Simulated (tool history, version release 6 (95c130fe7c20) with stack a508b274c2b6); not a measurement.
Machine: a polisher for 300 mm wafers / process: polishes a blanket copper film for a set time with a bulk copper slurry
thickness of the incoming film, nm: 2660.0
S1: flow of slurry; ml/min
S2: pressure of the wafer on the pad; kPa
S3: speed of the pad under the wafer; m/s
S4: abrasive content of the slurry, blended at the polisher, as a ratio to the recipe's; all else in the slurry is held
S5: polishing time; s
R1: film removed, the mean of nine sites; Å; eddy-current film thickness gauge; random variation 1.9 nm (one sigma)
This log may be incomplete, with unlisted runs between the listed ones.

run	hour	S1	S2	S3	S4	S5	R1
1	0.0	155	14.5	1.38	1.0	27	2557.4
2	3.7	155	17.2	1.38	1.0	27	2960.7
3	8.0	155	17.2	1.38	0.9	27	2961.2
4	11.3	155	17.2	1.38	1.0	27	3069.9
5	19.0	155	15.2	1.38	1.0	27	2655.4
6	21.0	155	15.2	1.38	1.0	27	2651.5
7	28.3	155	15.2	1.38	1.0	27	2692.9
8	31.7	150	14.5	1.38	1.0	27	2580.0

Estimate the outcome of run 9 from the log above:
9	38.1	150	13.8	1.38	1.0	27	?

R1: 2453.7 Å

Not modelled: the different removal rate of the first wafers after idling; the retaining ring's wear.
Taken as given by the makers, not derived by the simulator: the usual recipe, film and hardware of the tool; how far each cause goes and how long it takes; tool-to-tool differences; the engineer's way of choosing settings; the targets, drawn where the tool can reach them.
